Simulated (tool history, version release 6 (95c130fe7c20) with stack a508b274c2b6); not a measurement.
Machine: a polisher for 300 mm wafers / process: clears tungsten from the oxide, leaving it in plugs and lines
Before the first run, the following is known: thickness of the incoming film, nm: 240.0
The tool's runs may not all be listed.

run  hour  flow of slurry (ml/min)  pressure of the wafer on the pad (psi)  speed of the pad under the wafer (cm/s)  abrasive content of the slurry  overpolish time after the end point (s)  time until the end point was called (s)
  1   0.0                      155                                     3.7                                       82                             1.0                                        7                                   73.305
  2   7.0                      155                                     3.2                                       80                             1.0                                        7                                   87.140
  3  15.9                      155                                     2.8                                       78                             1.0                                        7                                  102.000
  4  18.5                      155                                     2.6                                       78                             1.0                                        7                                  106.330
  5  22.9                      155                                     2.4                                       78                             1.0                                        7                                  116.510
  6  28.1                      155                                     2.4                                       78                             1.0                                        7                                  114.200
  7  33.1                      155                                     2.4                                       78                             1.0                                        7                                  116.560

Run 8, settings as shown, results not yet in. Your forecast:
  8  39.1                      155                                     2.3                                       78                             1.0                                        7                                        ?

{"run 8": {"time until the end point was called (s)": 124.03}}
